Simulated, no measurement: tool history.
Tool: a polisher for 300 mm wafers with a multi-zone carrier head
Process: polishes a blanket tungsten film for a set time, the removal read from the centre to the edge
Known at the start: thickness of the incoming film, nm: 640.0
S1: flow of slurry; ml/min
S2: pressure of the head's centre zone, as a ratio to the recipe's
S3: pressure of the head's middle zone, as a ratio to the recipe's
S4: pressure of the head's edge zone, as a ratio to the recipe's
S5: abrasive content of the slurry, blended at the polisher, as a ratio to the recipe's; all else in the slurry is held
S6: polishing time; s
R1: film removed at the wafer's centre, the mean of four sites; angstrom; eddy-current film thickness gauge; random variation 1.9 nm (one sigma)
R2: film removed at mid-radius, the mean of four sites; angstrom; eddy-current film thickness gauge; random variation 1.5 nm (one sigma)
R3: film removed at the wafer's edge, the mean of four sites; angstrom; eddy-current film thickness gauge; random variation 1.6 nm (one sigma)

run,hour,S1,S2,S3,S4,S5,S6,R1,R2,R3
1,0.0,170,1.00,1.00,1.00,1.00,47,1446.1,1427.8,1438.2
2,3.0,170,1.00,1.00,1.00,0.85,47,1360.2,1380.2,1373.9
3,11.0,170,1.00,1.00,1.04,0.85,47,1366.6,1370.3,1398.2
4,18.4,185,1.02,1.03,1.07,1.05,48,1529.3,1531.0,1539.1
5,20.6,185,1.02,1.07,1.07,1.05,48,1512.9,1576.5,1549.7
6,25.9,185,1.02,1.00,1.07,1.05,48,1534.8,1494.8,1550.0
7,30.1,195,1.05,1.02,1.09,1.20,49,1654.9,1606.3,1652.7

Run 8 comes next. What will it give?
8,37.6,205,1.08,1.03,1.11,1.30,50,?,?,?

{"run 8": {"R1": 1832.4, "R2": 1712.6, "R3": 1752.9}}

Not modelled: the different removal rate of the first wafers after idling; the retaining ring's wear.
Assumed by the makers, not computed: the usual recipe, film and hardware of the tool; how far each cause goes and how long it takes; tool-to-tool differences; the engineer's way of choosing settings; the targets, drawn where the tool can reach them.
